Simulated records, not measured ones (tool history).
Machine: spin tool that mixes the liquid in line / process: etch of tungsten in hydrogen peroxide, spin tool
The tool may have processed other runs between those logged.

| run | day | temperature setpoint of the liquid (C) | concentration of hydrogen peroxide in the mixed liquid (% by weight) | time under the liquid (s) | thickness taken off the tungsten on a monitor wafer (Å) |
|---|---|---|---|---|---|
| 1 | 0 | 50 | 16 | 25 | 178.09 |
| 2 | 0.167 | 50 | 16 | 20 | 143.42 |
| 3 | 0.462 | 46 | 16 | 20 | 111.76 |
| 4 | 0.75 | 46 | 18.5 | 20 | 119.51 |
| 5 | 1.079 | 46 | 22 | 20 | 129.82 |
| 6 | 1.121 | 46 | 24 | 20 | 135.84 |
| 7 | 1.467 | 38 | 23.5 | 20 | 80.149 |
| 8 | 1.708 | 37 | 23.5 | 20 | 75.375 |

For run 9, what comes out?
| 9 | 1.846 | 36.5 | 23.5 | 20 | ? |

thickness taken off the tungsten on a monitor wafer (Å): 73.165
